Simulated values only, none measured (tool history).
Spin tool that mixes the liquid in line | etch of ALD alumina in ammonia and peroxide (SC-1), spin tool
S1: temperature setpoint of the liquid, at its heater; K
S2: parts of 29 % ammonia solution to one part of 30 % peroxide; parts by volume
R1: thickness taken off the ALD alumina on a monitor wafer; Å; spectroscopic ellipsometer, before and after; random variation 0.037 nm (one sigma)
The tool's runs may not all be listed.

Run 1, day 0.000: S1 330.15 K, S2 0.95 parts by volume, time under the liquid (s) 310. Result: R1 163.05 Å.
Run 2, day 0.104: S1 330.15 K, S2 1.05 parts by volume, time under the liquid (s) 310. Result: R1 165.43 Å.
Run 3, day 0.433: S1 330.15 K, S2 1.05 parts by volume, time under the liquid (s) 310. Result: R1 164.93 Å.
Run 4, day 0.488: S1 330.15 K, S2 1.05 parts by volume, time under the liquid (s) 310. Result: R1 165.30 Å.
Run 5, day 0.550: S1 336.65 K, S2 1.05 parts by volume, time under the liquid (s) 310. Result: R1 229.50 Å.
Run 6, day 0.862: S1 331.15 K, S2 1.05 parts by volume, time under the liquid (s) 310. Result: R1 173.41 Å.
Run 7, day 1.004: S1 327.65 K, S2 1.05 parts by volume, time under the liquid (s) 310. Result: R1 144.44 Å.

The next listed run, before its measurement:
Run 8, day 1.129: S1 325.65 K, S2 1.05 parts by volume, time under the liquid (s) 310. Result: R1 ?.

R1: 129.69 Å
